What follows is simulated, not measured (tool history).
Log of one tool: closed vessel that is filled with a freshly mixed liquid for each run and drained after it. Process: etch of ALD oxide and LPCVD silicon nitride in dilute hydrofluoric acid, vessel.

run	day	temperature setpoint of the liquid (K)	parts of water to one part of 49 % hydrofluoric acid (parts by volume)	time in the liquid (s)	thickness taken off the ALD oxide on a monitor wafer (angstrom)	thickness taken off the LPCVD silicon nitride on a monitor wafer (angstrom)
1	0.000	295.15	145	125	97.745	4.1193
2	0.138	294.15	175	115	69.898	2.9820
3	0.196	293.65	200	105	53.531	2.5164
4	0.379	290.65	200	105	48.033	1.6493
5	0.679	293.15	200	105	53.779	2.3721
6	0.733	292.65	215	95	42.541	1.9206
7	1.017	292.65	225	90	38.596	1.7900
8	1.367	292.65	235	85	34.586	1.7090
9	1.650	292.65	240	85	33.365	1.5844
10	2.004	292.65	245	85	33.012	1.4602

Run 11 comes next. What will it give?
11	2.392	292.15	255	75	?	?

{"run 11": {"thickness taken off the ALD oxide on a monitor wafer (angstrom)": 26.79, "thickness taken off the LPCVD silicon nitride on a monitor wafer (angstrom)": 1.1209}}
